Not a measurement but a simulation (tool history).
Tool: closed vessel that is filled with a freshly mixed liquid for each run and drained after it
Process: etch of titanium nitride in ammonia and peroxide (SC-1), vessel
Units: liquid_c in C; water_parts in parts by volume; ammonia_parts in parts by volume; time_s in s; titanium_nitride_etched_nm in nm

{"run": 1, "day": 0.0, "liquid_c": 61.0, "water_parts": 17.0, "ammonia_parts": 0.65, "time_s": 30, "titanium_nitride_etched_nm": 3.7642}
{"run": 2, "day": 0.308, "liquid_c": 62.5, "water_parts": 17.0, "ammonia_parts": 0.65, "time_s": 30, "titanium_nitride_etched_nm": 4.204}
{"run": 3, "day": 0.425, "liquid_c": 63.5, "water_parts": 17.0, "ammonia_parts": 0.65, "time_s": 30, "titanium_nitride_etched_nm": 4.4729}
{"run": 4, "day": 0.583, "liquid_c": 63.5, "water_parts": 17.0, "ammonia_parts": 0.65, "time_s": 30, "titanium_nitride_etched_nm": 4.4789}
{"run": 5, "day": 0.696, "liquid_c": 61.0, "water_parts": 17.0, "ammonia_parts": 0.65, "time_s": 30, "titanium_nitride_etched_nm": 3.7617}
{"run": 6, "day": 0.758, "liquid_c": 54.0, "water_parts": 17.0, "ammonia_parts": 0.65, "time_s": 30, "titanium_nitride_etched_nm": 2.377}
{"run": 7, "day": 0.854, "liquid_c": 57.0, "water_parts": 17.0, "ammonia_parts": 0.65, "time_s": 30, "titanium_nitride_etched_nm": 2.9485}

The next listed run, before its measurement:
{"run": 8, "day": 0.971, "liquid_c": 59.5, "water_parts": 17.0, "ammonia_parts": 0.65, "time_s": 30, "titanium_nitride_etched_nm": "?"}

Run 8 gave titanium_nitride_etched_nm 3.4034 nm.
